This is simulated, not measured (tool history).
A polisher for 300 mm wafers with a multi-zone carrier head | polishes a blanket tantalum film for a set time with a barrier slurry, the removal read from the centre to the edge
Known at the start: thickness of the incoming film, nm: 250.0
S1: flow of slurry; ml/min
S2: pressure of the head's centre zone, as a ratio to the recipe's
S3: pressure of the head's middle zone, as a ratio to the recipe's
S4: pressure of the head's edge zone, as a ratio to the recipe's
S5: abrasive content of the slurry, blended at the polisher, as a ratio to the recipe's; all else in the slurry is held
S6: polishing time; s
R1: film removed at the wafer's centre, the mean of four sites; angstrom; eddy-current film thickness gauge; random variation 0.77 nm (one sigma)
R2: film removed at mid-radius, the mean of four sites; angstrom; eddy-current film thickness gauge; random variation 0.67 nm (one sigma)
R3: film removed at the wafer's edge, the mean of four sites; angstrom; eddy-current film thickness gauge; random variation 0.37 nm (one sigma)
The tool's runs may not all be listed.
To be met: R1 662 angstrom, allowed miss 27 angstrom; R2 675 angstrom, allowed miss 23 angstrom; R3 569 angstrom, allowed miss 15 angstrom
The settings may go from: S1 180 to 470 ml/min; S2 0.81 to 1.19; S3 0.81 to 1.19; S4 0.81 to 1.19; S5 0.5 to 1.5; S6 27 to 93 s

run,hour,S1,S2,S3,S4,S5,S6,R1,R2,R3
1,0,300,1,1,1,1,59,659.92,671.03,664.76
2,1.7,300,1.01,1.01,0.96,0.95,59,643.7,662.45,635.27
3,3.8,235,1.01,1.01,0.96,0.95,59,637.99,650.19,631.53
4,5,235,1.01,1.01,0.96,1.15,59,685.22,671.95,665.52
5,6.7,240,1.02,1.03,0.93,1.1,59,667.57,690.54,643.56
6,13.2,240,1.04,1.03,0.91,1.05,59,678.64,687.97,623.01
7,19.7,240,1.04,1.03,0.89,1.05,59,682.58,669.9,617.2
8,24.1,240,1.04,1.04,0.88,1.05,59,694.18,690.81,623.86
9,32.9,240,1.04,1.04,0.88,1.05,59,691.6,682.14,620.25
10,33.7,240,1.04,1.05,0.87,1,59,670.86,672.38,608.42

4 next moves are on the table. One of them brings every result within its allowed miss. Which?
A,34.5,265,1.1,1.12,0.86,1.2,52,?,?,?
B,34.5,260,1.13,1.07,0.84,1.05,52,?,?,?
C,34.5,240,1.07,0.98,0.92,1.2,53,?,?,?
D,34.5,300,0.96,1.12,0.87,0.8,62,?,?,?

move,R1,R2,R3
A,672.31,683.75,566.39
B,662.31,631.72,539.09
C,660.63,616.83,592.56
D,624.56,721.86,599.26
A: meets every target
B: takes the result that was furthest off past its target
C: as far off as the last run
D: nearer than the last run, and not there yet
The right move is A.
